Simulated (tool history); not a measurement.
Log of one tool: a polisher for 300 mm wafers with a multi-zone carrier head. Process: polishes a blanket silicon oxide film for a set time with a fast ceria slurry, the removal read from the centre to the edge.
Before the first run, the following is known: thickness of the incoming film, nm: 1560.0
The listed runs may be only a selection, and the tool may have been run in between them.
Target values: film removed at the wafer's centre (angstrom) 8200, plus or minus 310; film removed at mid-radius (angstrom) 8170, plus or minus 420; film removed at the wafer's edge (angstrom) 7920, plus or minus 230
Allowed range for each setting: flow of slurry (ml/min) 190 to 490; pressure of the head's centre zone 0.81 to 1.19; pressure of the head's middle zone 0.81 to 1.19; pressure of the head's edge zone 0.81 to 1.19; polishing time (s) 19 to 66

| run | hour | flow of slurry (ml/min) | pressure of the head's centre zone | pressure of the head's middle zone | pressure of the head's edge zone | polishing time (s) | film removed at the wafer's centre (angstrom) | film removed at mid-radius (angstrom) | film removed at the wafer's edge (angstrom) |
|---|---|---|---|---|---|---|---|---|---|
| 1 | 0 | 315 | 1 | 1 | 1 | 42 | 6146.3 | 5793.3 | 5895.2 |
| 2 | 4.9 | 315 | 1 | 0.93 | 1 | 42 | 6074.1 | 5508.8 | 5923 |
| 3 | 11.1 | 320 | 1 | 0.97 | 1.02 | 45 | 6600.7 | 6088.3 | 6508 |
| 4 | 14.6 | 325 | 1.01 | 1.02 | 1.04 | 46 | 6689.8 | 6668 | 6528.6 |
| 5 | 22.7 | 325 | 1.01 | 1.02 | 1.04 | 50 | 7339 | 7373.1 | 7206.7 |
| 6 | 31.5 | 330 | 1.02 | 1.02 | 1.06 | 51 | 7596.7 | 7453.7 | 7432.2 |
| 7 | 36.4 | 330 | 1.03 | 1.03 | 1.07 | 52 | 7558.7 | 7580.2 | 7659.1 |
| 8 | 44.7 | 335 | 1.04 | 1.04 | 1.06 | 52 | 7843.7 | 7627 | 7543 |
| 9 | 47.2 | 335 | 1.04 | 1.05 | 1.06 | 52 | 7691.7 | 7395.3 | 7625 |
| 10 | 50.2 | 370 | 1.07 | 1.15 | 1.01 | 54 | 8483.1 | 8655.8 | 7777.7 |

Which single option among these 5 for the next run brings every result within its allowed miss of target? Just one does.
| A | 53.2 | 300 | 1.12 | 1.02 | 1 | 51 | ? | ? | ? |
| B | 53.2 | 365 | 1.11 | 0.95 | 1.06 | 56 | ? | ? | ? |
| C | 53.2 | 370 | 1.09 | 1.16 | 0.96 | 53 | ? | ? | ? |
| D | 53.2 | 385 | 1.05 | 1.07 | 1.07 | 53 | ? | ? | ? |
| E | 53.2 | 270 | 1.08 | 0.95 | 1 | 54 | ? | ? | ? |

| move | film removed at the wafer's centre (angstrom) | film removed at mid-radius (angstrom) | film removed at the wafer's edge (angstrom) |
|---|---|---|---|
| A | 8206.1 | 7269.6 | 7240.3 |
| B | 9114.9 | 7706.6 | 8308 |
| C | 8492.3 | 8521.8 | 7481.6 |
| D | 8203.6 | 8026.7 | 7915.7 |
| E | 8260.4 | 7205.4 | 7601.7 |
A: carries the result that was furthest off beyond its target, to the other side
B: carries the result that was furthest off beyond its target, to the other side
C: gets the furthest-off result to its target, but another result is out of tolerance
D: every result within its allowed miss
E: carries the result that was furthest off beyond its target, to the other side
Correct choice: D, which meets every target
